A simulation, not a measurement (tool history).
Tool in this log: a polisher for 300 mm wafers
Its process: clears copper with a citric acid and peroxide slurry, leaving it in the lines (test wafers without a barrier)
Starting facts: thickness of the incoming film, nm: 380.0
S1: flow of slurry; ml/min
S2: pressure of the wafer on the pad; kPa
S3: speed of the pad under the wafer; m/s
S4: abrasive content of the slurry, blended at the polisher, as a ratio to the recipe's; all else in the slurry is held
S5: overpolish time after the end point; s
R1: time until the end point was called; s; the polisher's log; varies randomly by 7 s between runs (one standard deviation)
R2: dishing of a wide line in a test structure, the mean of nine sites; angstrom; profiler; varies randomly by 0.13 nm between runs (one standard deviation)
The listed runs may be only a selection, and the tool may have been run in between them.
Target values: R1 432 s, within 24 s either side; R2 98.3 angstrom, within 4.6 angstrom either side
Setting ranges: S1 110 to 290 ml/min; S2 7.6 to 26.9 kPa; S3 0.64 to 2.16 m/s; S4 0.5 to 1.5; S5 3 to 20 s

run	hour	S1	S2	S3	S4	S5	R1	R2
1	0	185	17.2	1.4	1	10	191.59	168.34
2	4.3	185	15.9	1.34	1	10	215.44	150.27
3	6.5	185	14.5	1.28	1	10	240.25	132.47
4	13.4	185	18.6	1.28	1	10	198.4	162.7
5	21.6	185	18.6	1.28	0.8	10	207.36	159.01
6	27.2	180	16.5	1.24	0.8	10	232.55	139
7	28.1	180	15.2	1.2	0.8	11	256.83	137.53
# hour 31.2: slurry blender recalibrated
8	31.2	180	13.8	1.16	0.8	11	274.71	129.62
9	37.9	175	12.4	1.12	0.8	11	302.82	116.78

Next run, 5 choices. One meets every target within its allowed miss, the rest don't. Which?
A	44.6	165	10.3	1.02	1	15	?	?
B	44.6	140	9.7	1.06	0.65	13	?	?
C	44.6	255	11.7	1.36	0.95	10	?	?
D	44.6	215	15.9	1.48	1.15	7	?	?
E	44.6	170	11.7	0.96	0.5	11	?	?

move	R1	R2
A	360.26	130.65
B	415.37	99.197
C	237.54	132.24
D	169.01	130.77
E	404.56	86.741
A: moves away from the targets compared with the last run
B: every result within its allowed miss
C: moves away from the targets compared with the last run
D: moves away from the targets compared with the last run
E: nearer than the last run, and not there yet
So the answer is move B, the one that meets all the targets.
